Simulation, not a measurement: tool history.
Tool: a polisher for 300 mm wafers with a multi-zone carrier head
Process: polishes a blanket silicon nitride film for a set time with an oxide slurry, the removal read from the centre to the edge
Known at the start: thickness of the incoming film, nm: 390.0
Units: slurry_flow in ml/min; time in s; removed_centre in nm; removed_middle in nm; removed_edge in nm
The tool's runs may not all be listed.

run,hour,slurry_flow,centre_zone,middle_zone,edge_zone,slurry_solids,time,removed_centre,removed_middle,removed_edge
1,0.0,260,1.00,1.00,1.00,1.00,81,75.698,78.766,77.855
2,0.9,255,0.98,1.00,0.99,0.95,80,70.511,74.111,72.243
3,5.9,250,0.96,1.01,1.00,0.90,79,66.014,70.613,69.917
4,9.3,250,0.96,0.96,1.00,0.90,79,68.074,68.032,71.899
5,12.9,250,0.96,0.96,1.00,0.90,60,50.605,51.973,55.190
6,21.9,250,0.94,0.97,1.00,0.90,60,50.191,52.206,53.742
7,30.4,245,0.92,0.99,1.02,0.90,60,48.493,52.533,55.548
8,38.3,245,0.91,1.00,1.02,0.90,60,47.238,54.005,54.546
9,44.9,215,0.82,1.01,0.97,0.85,60,41.101,51.374,49.628
10,50.3,220,0.82,1.01,0.97,0.85,60,40.527,51.932,50.467
11,52.6,225,0.82,1.01,0.97,0.85,60,40.902,51.859,49.792
12,61.4,225,0.82,1.01,0.97,0.85,60,41.187,50.979,49.960
13,69.6,225,0.82,1.02,0.97,0.85,60,40.064,51.456,50.082

The next listed run, before its measurement:
14,75.2,225,0.84,1.04,0.97,0.85,60,?,?,?

{"run 14": {"removed_centre": 42.525, "removed_middle": 52.433, "removed_edge": 49.704}}

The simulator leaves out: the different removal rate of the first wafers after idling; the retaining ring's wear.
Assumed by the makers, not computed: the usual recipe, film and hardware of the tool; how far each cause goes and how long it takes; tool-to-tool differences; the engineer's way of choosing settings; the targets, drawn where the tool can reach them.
